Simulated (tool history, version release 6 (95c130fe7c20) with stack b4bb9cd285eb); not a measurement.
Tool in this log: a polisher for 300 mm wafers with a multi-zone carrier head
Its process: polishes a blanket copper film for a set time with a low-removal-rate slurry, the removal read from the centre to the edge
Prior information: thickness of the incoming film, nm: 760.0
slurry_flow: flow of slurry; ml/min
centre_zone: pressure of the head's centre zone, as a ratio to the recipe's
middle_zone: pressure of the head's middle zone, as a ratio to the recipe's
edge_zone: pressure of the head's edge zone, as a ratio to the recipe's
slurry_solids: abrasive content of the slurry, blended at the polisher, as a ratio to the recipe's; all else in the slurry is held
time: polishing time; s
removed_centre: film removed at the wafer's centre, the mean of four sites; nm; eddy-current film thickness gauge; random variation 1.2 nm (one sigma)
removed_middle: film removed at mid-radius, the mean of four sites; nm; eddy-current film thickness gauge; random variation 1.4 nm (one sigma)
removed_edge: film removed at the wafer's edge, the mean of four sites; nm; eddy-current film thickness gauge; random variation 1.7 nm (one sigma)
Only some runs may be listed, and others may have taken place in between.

Run 1, hour 0: slurry_flow 305 ml/min, centre_zone 1, middle_zone 1, edge_zone 1, slurry_solids 1, time 60 s. Result: removed_centre 232.32 nm, removed_middle 225.48 nm, removed_edge 210.08 nm.
Run 2, hour 3.7: slurry_flow 300 ml/min, centre_zone 0.97, middle_zone 0.97, edge_zone 1, slurry_solids 0.9, time 57 s. Result: removed_centre 209.32 nm, removed_middle 202.11 nm, removed_edge 201.55 nm.
Run 3, hour 12: slurry_flow 300 ml/min, centre_zone 0.97, middle_zone 0.97, edge_zone 1, slurry_solids 0.9, time 46 s. Result: removed_centre 165.2 nm, removed_middle 164.3 nm, removed_edge 161.66 nm.
Run 4, hour 20.9: slurry_flow 300 ml/min, centre_zone 0.95, middle_zone 0.95, edge_zone 0.98, slurry_solids 0.85, time 46 s. Result: removed_centre 161.61 nm, removed_middle 160.82 nm, removed_edge 159.51 nm.
Run 5, hour 24.7: slurry_flow 340 ml/min, centre_zone 0.95, middle_zone 0.95, edge_zone 0.98, slurry_solids 0.85, time 46 s. Result: removed_centre 162.65 nm, removed_middle 161.61 nm, removed_edge 157.08 nm.
Run 6, hour 32.5: slurry_flow 340 ml/min, centre_zone 0.93, middle_zone 0.93, edge_zone 0.98, slurry_solids 0.8, time 46 s. Result: removed_centre 157.26 nm, removed_middle 156.06 nm, removed_edge 154.73 nm.
At hour 36.7: edge zone pressure recalibrated.
Run 7, hour 36.7: slurry_flow 305 ml/min, centre_zone 0.83, middle_zone 0.83, edge_zone 0.98, slurry_solids 0.7, time 46 s. Result: removed_centre 138.97 nm, removed_middle 138.62 nm, removed_edge 160.6 nm.

Run 8, settings as shown, results not yet in. Your forecast:
Run 8, hour 40.4: slurry_flow 310 ml/min, centre_zone 0.83, middle_zone 0.83, edge_zone 0.97, slurry_solids 0.7, time 46 s. Result: removed_centre ?, removed_middle ?, removed_edge ?.

{"run 8": {"removed_centre": 136.05, "removed_middle": 142.4, "removed_edge": 159.85}}
